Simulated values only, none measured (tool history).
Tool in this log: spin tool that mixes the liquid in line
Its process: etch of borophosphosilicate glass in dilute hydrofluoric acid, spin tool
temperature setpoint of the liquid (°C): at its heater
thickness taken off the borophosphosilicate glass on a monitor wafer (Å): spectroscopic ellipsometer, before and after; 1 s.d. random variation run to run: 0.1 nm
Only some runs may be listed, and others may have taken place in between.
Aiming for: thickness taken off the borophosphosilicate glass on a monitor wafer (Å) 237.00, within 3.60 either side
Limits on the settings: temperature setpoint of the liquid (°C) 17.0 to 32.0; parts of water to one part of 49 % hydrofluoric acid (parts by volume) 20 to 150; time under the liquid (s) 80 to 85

| run | day | temperature setpoint of the liquid (°C) | parts of water to one part of 49 % hydrofluoric acid (parts by volume) | time under the liquid (s) | thickness taken off the borophosphosilicate glass on a monitor wafer (Å) |
|---|---|---|---|---|---|
| 1 | 0.000 | 24.0 | 85 | 80 | 473.84 |
| 2 | 0.217 | 24.0 | 85 | 85 | 499.91 |
| 3 | 0.500 | 22.0 | 95 | 85 | 406.45 |
| 4 | 0.808 | 22.0 | 115 | 85 | 328.93 |
| 5 | 0.917 | 24.5 | 115 | 85 | 365.40 |
| 6 | 1.046 | 24.5 | 115 | 80 | 340.33 |
| 7 | 1.408 | 22.0 | 115 | 80 | 308.60 |
| 8 | 1.608 | 20.5 | 115 | 80 | 292.20 |
| 9 | 1.758 | 19.5 | 120 | 80 | 266.21 |
| 10 | 1.821 | 18.5 | 120 | 80 | 254.89 |
| 11 | 2.092 | 18.0 | 120 | 80 | 249.84 |
| 12 | 2.433 | 18.0 | 120 | 80 | 250.44 |
| 13 | 2.717 | 17.5 | 120 | 80 | 247.15 |

Consider the 4 candidate settings below. Which is the only one whose results all fall within their allowed miss of target?
| A | 3.000 | 17.5 | 125 | 85 | ? |
| B | 3.000 | 19.5 | 130 | 80 | ? |
| C | 3.000 | 17.0 | 125 | 85 | ? |
| D | 3.000 | 17.5 | 130 | 85 | ? |

| move | thickness taken off the borophosphosilicate glass on a monitor wafer (Å) |
|---|---|
| A | 250.04 |
| B | 244.49 |
| C | 244.88 |
| D | 239.28 |
A: the biggest miss grows against the last run
B: moves toward the targets from the last run without getting all of them in spec
C: moves toward the targets from the last run without getting all of them in spec
D: every result within its allowed miss
The move that meets every target is D.
